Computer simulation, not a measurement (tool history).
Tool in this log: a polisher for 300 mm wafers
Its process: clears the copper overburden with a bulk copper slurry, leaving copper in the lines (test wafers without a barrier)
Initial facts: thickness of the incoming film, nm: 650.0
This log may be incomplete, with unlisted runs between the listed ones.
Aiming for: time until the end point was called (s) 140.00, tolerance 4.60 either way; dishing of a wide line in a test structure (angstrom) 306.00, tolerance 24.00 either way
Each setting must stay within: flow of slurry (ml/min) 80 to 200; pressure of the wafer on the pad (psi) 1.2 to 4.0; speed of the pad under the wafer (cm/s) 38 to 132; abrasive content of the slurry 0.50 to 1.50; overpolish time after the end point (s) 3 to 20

run	hour	flow of slurry (ml/min)	pressure of the wafer on the pad (psi)	speed of the pad under the wafer (cm/s)	abrasive content of the slurry	overpolish time after the end point (s)	time until the end point was called (s)	dishing of a wide line in a test structure (angstrom)
1	0.0	130	2.6	84	1.00	10	111.64	326.46
2	2.2	130	2.6	84	1.10	10	109.83	328.72
3	3.6	125	2.5	84	1.10	10	113.65	328.10
4	8.7	125	2.4	84	1.10	10	117.41	309.22
5	12.6	125	2.3	84	1.10	11	123.31	317.56
6	20.6	125	2.3	106	1.10	11	100.34	360.30
7	26.1	120	2.1	106	1.10	11	108.76	345.00
8	29.8	120	2.1	106	1.10	11	108.06	341.58
9	38.6	100	1.4	106	1.10	12	166.04	278.71

Of the 4 settings listed for the next run, only one would bring every result within its allowed miss of target. Which one?
A	47.4	130	1.5	122	1.15	11	?	?
B	47.4	85	1.9	106	0.90	15	?	?
C	47.4	100	1.5	120	1.15	12	?	?
D	47.4	80	1.7	118	1.25	11	?	?

move	time until the end point was called (s)	dishing of a wide line in a test structure (angstrom)
A	129.55	291.85
B	132.22	350.60
C	136.89	297.64
D	125.68	299.67
A: moves the result that the last run missed by most past its target, out the other side
B: moves the result that the last run missed by most past its target, out the other side
C: each result inside its tolerance
D: moves the result that the last run missed by most past its target, out the other side
Go with C: it meets all targets.

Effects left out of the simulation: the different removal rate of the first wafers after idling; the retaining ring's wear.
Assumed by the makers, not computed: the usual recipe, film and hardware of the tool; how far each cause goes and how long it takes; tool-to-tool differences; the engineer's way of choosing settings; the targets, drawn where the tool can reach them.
